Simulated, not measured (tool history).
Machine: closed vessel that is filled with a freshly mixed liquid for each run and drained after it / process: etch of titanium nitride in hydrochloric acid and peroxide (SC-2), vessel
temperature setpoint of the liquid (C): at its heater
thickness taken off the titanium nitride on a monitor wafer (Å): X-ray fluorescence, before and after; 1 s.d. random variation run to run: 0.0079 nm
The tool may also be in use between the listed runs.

run,day,temperature setpoint of the liquid (C),parts of water to one part each of 37 % hydrochloric acid and 30 % peroxide (parts by volume),time in the liquid (s),thickness taken off the titanium nitride on a monitor wafer (Å)
1,0,59,10,50,23.812
2,0.304,64.5,10,50,33.23
3,0.462,64.5,10,50,33.622
4,0.692,64.5,10,50,33.165
5,0.788,71,10,50,49.487
6,1.1,72,10,50,52.046
7,1.358,65,10,50,34.139

Expected results for the next run?
8,1.662,60,10,50,?

{"run 8": {"thickness taken off the titanium nitride on a monitor wafer (Å)": 25.139}}
